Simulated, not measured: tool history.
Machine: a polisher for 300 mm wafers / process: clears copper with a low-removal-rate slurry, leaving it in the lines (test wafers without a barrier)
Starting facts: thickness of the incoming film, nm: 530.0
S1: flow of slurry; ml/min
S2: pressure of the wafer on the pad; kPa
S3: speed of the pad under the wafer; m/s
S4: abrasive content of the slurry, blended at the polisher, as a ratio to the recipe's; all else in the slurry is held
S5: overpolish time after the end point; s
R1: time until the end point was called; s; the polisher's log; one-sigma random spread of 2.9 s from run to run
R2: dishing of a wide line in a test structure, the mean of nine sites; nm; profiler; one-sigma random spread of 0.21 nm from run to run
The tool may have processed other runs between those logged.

{"run": 1, "hour": 0.0, "S1": 270, "S2": 18.6, "S3": 1.34, "S4": 1, "S5": 25, "R1": 133.35, "R2": 59.124}
{"run": 2, "hour": 7.2, "S1": 270, "S2": 18.6, "S3": 1.5, "S4": 1, "S5": 25, "R1": 120.14, "R2": 65.575}
{"run": 3, "hour": 10.5, "S1": 270, "S2": 18.6, "S3": 1.38, "S4": 1, "S5": 25, "R1": 127.97, "R2": 62.95}
{"run": 4, "hour": 16.7, "S1": 305, "S2": 16.5, "S3": 1.24, "S4": 1.1, "S5": 21, "R1": 158.37, "R2": 46.227}
{"hour": 22.5, "done": "slurry nozzle cleaned"}
{"run": 5, "hour": 22.5, "S1": 305, "S2": 16.5, "S3": 1, "S4": 1.1, "S5": 21, "R1": 183.36, "R2": 41.526}
{"run": 6, "hour": 23.2, "S1": 305, "S2": 13.8, "S3": 1, "S4": 1.1, "S5": 21, "R1": 209.99, "R2": 37.04}
{"run": 7, "hour": 24.9, "S1": 335, "S2": 12.4, "S3": 0.98, "S4": 1.2, "S5": 18, "R1": 235.12, "R2": 29.151}

Forecast run 8:
{"run": 8, "hour": 31.8, "S1": 355, "S2": 11.7, "S3": 1.06, "S4": 1.25, "S5": 16, "R1": "?", "R2": "?"}

R1: 222.55 s
R2: 27.155 nm
